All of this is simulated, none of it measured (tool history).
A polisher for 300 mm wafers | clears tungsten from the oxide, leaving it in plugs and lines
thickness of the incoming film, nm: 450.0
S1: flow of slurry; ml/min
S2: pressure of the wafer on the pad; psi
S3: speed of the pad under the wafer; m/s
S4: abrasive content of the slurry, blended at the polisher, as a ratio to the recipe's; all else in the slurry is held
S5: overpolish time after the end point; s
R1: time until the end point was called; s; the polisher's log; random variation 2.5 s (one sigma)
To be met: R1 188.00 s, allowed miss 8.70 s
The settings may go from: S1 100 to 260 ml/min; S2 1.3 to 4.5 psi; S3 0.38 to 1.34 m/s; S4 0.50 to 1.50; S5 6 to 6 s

run  hour   S1   S2    S3    S4  S5      R1
  1   0.0  165  2.9  0.86  1.00   6  128.15
  2   7.2  165  2.9  0.86  1.05   6  126.74
  3  13.9  165  2.9  0.86  1.05   6  130.09
  4  21.3  165  2.9  1.00  1.05   6  115.76
  5  27.2  165  2.7  1.00  1.05   6  125.25
  6  28.2  165  2.7  1.12  1.05   6  113.18
  7  34.3  165  2.5  1.12  1.05   6  117.16
  8  38.7  165  2.3  1.10  1.05   6  134.32
  9  44.4  165  2.2  1.10  1.05   6  134.55
 10  45.2  165  2.0  1.10  1.05   6  147.54
 11  49.8  160  1.3  1.08  1.05   6  220.41

5 next moves are on the table. One of them brings every result within its allowed miss. Which?
  A  54.4  220  1.6  1.10  1.25   6   ?
  B  54.4  170  1.5  1.14  1.00   6   ?
  C  54.4  185  1.4  0.94  0.80   6   ?
  D  54.4  170  1.3  1.02  1.05   6   ?
  E  54.4  170  1.3  0.82  1.15   6   ?

move      R1
   A  169.72
   B  187.43
   C  238.57
   D  229.01
   E  266.51
A: takes the result that was furthest off past its target
B: meets every target
C: further off than the last run
D: further off than the last run
E: further off than the last run
Answer: B

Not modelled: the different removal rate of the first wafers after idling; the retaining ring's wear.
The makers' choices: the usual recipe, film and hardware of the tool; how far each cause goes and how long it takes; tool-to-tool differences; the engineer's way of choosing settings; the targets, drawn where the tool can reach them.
